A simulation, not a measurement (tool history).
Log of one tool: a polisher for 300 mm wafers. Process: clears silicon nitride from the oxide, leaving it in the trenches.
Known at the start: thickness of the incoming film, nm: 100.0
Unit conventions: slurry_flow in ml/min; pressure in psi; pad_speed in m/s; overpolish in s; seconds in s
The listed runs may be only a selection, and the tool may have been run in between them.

run	hour	slurry_flow	pressure	pad_speed	overpolish	seconds
1	0.0	225	3.2	1.04	5	83.635
2	5.3	225	2.9	1.04	5	90.862
3	9.4	225	2.6	1.04	5	103.500
4	13.8	225	2.6	1.04	5	102.350
5	14.8	180	2.6	1.04	5	105.680
6	17.0	180	2.5	1.04	5	112.050
7	24.6	175	2.4	1.04	5	115.480

Run 8 has not been measured yet. What should we expect?
8	31.0	175	2.3	1.04	5	?

seconds: 121.170 s

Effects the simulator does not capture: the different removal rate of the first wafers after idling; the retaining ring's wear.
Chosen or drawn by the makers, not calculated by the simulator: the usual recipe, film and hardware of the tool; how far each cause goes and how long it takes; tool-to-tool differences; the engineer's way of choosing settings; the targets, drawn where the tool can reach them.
